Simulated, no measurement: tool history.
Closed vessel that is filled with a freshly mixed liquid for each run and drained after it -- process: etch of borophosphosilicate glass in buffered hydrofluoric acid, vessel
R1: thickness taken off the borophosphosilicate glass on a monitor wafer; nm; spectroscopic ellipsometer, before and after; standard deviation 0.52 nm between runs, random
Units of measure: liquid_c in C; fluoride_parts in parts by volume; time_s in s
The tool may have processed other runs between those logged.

run 1 hour=0.0 | liquid_c=20.0 fluoride_parts=14.5 time_s=85 | R1=184.04
run 2 hour=4.3 | liquid_c=21.5 fluoride_parts=14.5 time_s=85 | R1=199.63
run 3 hour=7.5 | liquid_c=21.5 fluoride_parts=16.0 time_s=85 | R1=179.77
run 4 hour=11.7 | liquid_c=24.0 fluoride_parts=16.0 time_s=85 | R1=207.53
run 5 hour=18.5 | liquid_c=23.0 fluoride_parts=16.5 time_s=85 | R1=190.53
run 6 hour=24.5 | liquid_c=21.5 fluoride_parts=16.5 time_s=85 | R1=176.11
run 7 hour=28.3 | liquid_c=21.0 fluoride_parts=17.0 time_s=85 | R1=166.66

The next listed run, before its measurement:
run 8 hour=29.5 | liquid_c=20.5 fluoride_parts=17.5 time_s=85 | R1=?

For run 8 the tool returned R1 157.00 nm.
